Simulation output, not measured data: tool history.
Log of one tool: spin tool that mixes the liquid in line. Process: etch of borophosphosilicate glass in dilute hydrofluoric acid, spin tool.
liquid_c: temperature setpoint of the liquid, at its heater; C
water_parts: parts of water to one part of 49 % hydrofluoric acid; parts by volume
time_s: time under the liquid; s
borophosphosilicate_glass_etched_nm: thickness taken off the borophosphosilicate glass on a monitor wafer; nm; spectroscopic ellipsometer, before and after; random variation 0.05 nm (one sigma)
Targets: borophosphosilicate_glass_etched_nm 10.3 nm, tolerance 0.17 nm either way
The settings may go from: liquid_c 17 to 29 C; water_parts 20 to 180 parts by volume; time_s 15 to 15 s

run  hour  liquid_c  water_parts  time_s  borophosphosilicate_glass_etched_nm
  1     0        21          100      15                               4.2712
  2   4.7        23           85      15                               5.5933
  3  11.7      24.5           75      15                               6.7899
  4  17.8      25.5           70      15                               7.5405
  5  22.5      25.5           70      15                               7.6042
  6  30.9      26.5           65      15                               8.5721
  7  31.9      26.5           65      15                               8.5221
  8    36        27           65      15                               8.7768
  9  39.7      27.5           65      15                               8.9498
 10  47.4        29           55      15                               11.407
 11    50      28.5           55      15                               11.102
 12  52.2        28           55      15                               10.942
 13  58.2      27.5           55      15                               10.667

Below are 5 possible settings for the next run. Only one of them brings all results inside the allowed miss of their targets. Which is it?
  A  64.2      25.5           50      15                                    ?
  B  64.2        28           55      15                                    ?
  C  64.2        29           55      15                                    ?
  D  64.2        29           60      15                                    ?
  E  64.2        28           60      15                                    ?

move  borophosphosilicate_glass_etched_nm
   A                               10.932
   B                               10.911
   C                               11.351
   D                               10.328
   E                               9.9293
A: its largest miss is bigger than the last run's
B: its largest miss is bigger than the last run's
C: its largest miss is bigger than the last run's
D: all results in spec
E: the result that was furthest off in the last run now lies on the other side of its target
The right move is D.
